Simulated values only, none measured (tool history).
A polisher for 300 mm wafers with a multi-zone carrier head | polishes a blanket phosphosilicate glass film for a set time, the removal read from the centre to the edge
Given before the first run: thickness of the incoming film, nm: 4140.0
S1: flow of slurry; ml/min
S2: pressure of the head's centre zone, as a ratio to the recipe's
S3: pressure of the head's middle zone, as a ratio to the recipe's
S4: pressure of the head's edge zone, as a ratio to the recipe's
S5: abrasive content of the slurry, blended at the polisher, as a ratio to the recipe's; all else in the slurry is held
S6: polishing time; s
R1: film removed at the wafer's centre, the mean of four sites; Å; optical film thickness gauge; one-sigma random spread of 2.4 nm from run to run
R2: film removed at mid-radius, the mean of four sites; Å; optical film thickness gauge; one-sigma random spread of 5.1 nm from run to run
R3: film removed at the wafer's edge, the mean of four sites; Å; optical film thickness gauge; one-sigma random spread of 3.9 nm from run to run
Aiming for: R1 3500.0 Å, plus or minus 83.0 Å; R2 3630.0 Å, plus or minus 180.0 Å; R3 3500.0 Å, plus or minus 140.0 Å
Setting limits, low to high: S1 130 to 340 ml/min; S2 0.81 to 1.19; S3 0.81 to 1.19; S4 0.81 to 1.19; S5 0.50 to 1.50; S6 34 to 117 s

run	hour	S1	S2	S3	S4	S5	S6	R1	R2	R3
1	0.0	220	1.00	1.00	1.00	1.00	75	4488.7	4482.7	4540.7
2	8.6	220	1.00	0.96	1.00	1.00	75	4476.7	4283.9	4556.5
3	15.1	220	0.99	0.96	0.97	0.90	75	4268.8	4050.2	4152.1
4	21.0	210	0.96	0.95	0.95	0.90	75	4029.2	3998.2	4220.5
5	21.6	210	0.95	0.96	0.93	0.85	75	3896.0	3915.9	4052.5
6	26.5	210	0.95	0.97	0.91	0.80	75	3834.7	3833.2	3935.8
7	27.3	210	0.95	0.98	0.89	0.75	75	3650.5	3771.5	3805.9
8	34.2	210	0.96	0.98	0.88	0.75	75	3691.5	3683.5	3668.7
9	34.9	205	0.96	0.99	0.87	0.75	75	3715.4	3768.5	3821.8
10	41.0	265	0.92	0.98	0.84	0.60	75	3283.2	3331.5	3359.6
11	42.2	265	0.93	0.99	0.85	0.60	75	3273.8	3384.6	3407.6
12	46.4	265	0.94	1.00	0.85	0.60	75	3301.2	3495.4	3343.2
13	55.3	305	0.97	1.00	0.90	0.65	75	3640.5	3750.2	3718.6
14	56.4	300	0.97	1.00	0.88	0.65	75	3615.8	3683.3	3579.0

Which of these 4 next moves meets every target?
A	57.5	285	1.00	1.00	0.93	0.50	86	?	?	?
B	57.5	315	0.95	0.92	0.92	0.70	74	?	?	?
C	57.5	300	0.97	1.01	0.88	0.70	70	?	?	?
D	57.5	320	1.06	1.06	0.92	0.65	73	?	?	?

move	R1	R2	R3
A	3672.3	3583.8	3544.4
B	3686.0	3531.7	3728.6
C	3545.0	3596.1	3466.5
D	3908.5	3772.0	3528.5
A: moves away from the targets compared with the last run
B: moves away from the targets compared with the last run
C: all results land within tolerance of their targets
D: moves away from the targets compared with the last run
C is the move that brings every result within its allowed miss.
